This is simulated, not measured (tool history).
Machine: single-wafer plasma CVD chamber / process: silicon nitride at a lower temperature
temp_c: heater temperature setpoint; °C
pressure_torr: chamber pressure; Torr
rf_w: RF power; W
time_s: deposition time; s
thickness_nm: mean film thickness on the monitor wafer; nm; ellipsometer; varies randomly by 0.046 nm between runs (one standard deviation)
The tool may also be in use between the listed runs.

run	hour	temp_c	pressure_torr	rf_w	time_s	thickness_nm
1	0.0	360	1.44	240	21.3	18.696
2	5.5	360	1.52	240	21.3	18.981
3	13.0	360	1.52	240	22.0	19.532
4	15.0	360	1.58	240	22.0	19.802
5	23.3	360	1.58	240	22.0	19.845
6	27.1	360	1.58	220	22.0	18.167
# hour 34.8: RF generator calibrated
7	34.8	360	1.64	225	22.0	20.236
8	36.5	360	1.65	225	22.0	20.298
9	44.0	360	1.66	225	22.0	20.304
10	49.7	360	1.67	225	22.0	20.338
11	53.2	360	1.67	225	22.0	20.344

Run 12 comes next. What will it give?
12	61.2	360	1.68	225	22.0	?

thickness_nm: 20.431 nm

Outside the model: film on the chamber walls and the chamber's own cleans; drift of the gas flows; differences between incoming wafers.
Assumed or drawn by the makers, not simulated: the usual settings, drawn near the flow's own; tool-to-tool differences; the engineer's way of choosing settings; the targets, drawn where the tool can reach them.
